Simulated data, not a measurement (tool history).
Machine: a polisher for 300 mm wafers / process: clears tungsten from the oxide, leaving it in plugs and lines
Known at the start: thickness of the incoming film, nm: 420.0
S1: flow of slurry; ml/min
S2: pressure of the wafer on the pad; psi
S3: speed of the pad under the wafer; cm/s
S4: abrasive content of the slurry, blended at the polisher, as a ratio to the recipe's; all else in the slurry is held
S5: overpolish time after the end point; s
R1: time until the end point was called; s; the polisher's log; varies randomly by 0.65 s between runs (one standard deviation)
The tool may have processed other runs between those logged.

Run 1, day 0: S1 305 ml/min, S2 4.3 psi, S3 100 cm/s, S4 1, S5 32 s. Result: R1 73.332 s.
Run 2, day 0.171: S1 305 ml/min, S2 4.5 psi, S3 100 cm/s, S4 1, S5 32 s. Result: R1 69.31 s.
Run 3, day 0.208: S1 305 ml/min, S2 4.5 psi, S3 74 cm/s, S4 1, S5 32 s. Result: R1 83.752 s.
Run 4, day 0.442: S1 305 ml/min, S2 4.5 psi, S3 74 cm/s, S4 0.8, S5 32 s. Result: R1 87.01 s.
Run 5, day 0.746: S1 305 ml/min, S2 4.5 psi, S3 74 cm/s, S4 0.8, S5 34 s. Result: R1 87.814 s.
Run 6, day 0.971: S1 305 ml/min, S2 4.8 psi, S3 74 cm/s, S4 0.8, S5 34 s. Result: R1 81.759 s.
Run 7, day 1.304: S1 305 ml/min, S2 5.1 psi, S3 74 cm/s, S4 0.8, S5 34 s. Result: R1 76.807 s.
Run 8, day 1.633: S1 305 ml/min, S2 5.3 psi, S3 74 cm/s, S4 0.8, S5 34 s. Result: R1 74.637 s.
Run 9, day 1.946: S1 305 ml/min, S2 5.5 psi, S3 74 cm/s, S4 0.8, S5 34 s. Result: R1 73.053 s.

What does the tool deliver on the next run?
Run 10, day 2.046: S1 305 ml/min, S2 5.7 psi, S3 74 cm/s, S4 0.8, S5 34 s. Result: R1 ?.

R1: 69.81 s
